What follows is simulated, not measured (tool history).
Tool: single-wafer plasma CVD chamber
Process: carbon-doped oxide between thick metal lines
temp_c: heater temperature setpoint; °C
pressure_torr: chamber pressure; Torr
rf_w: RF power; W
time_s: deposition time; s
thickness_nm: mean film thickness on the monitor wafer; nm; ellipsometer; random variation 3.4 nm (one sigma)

run 1 day=0 | temp_c=365 pressure_torr=3.92 rf_w=570 time_s=149 | thickness_nm=755.25
run 2 day=0.296 | temp_c=363 pressure_torr=4.13 rf_w=575 time_s=149 | thickness_nm=771.11
run 3 day=0.512 | temp_c=363 pressure_torr=3.66 rf_w=575 time_s=149 | thickness_nm=755.79
run 4 day=0.683 | temp_c=361 pressure_torr=3.87 rf_w=580 time_s=149 | thickness_nm=766.74
run 5 day=0.954 | temp_c=360 pressure_torr=4.08 rf_w=585 time_s=149 | thickness_nm=776.69
-- day=1.108 RF generator calibrated
run 6 day=1.108 | temp_c=360 pressure_torr=4.24 rf_w=595 time_s=149 | thickness_nm=821.59

The next listed run, before its measurement:
run 7 day=1.462 | temp_c=359 pressure_torr=4.26 rf_w=595 time_s=149 | thickness_nm=?

Run 7 gave thickness_nm 828.12 nm.

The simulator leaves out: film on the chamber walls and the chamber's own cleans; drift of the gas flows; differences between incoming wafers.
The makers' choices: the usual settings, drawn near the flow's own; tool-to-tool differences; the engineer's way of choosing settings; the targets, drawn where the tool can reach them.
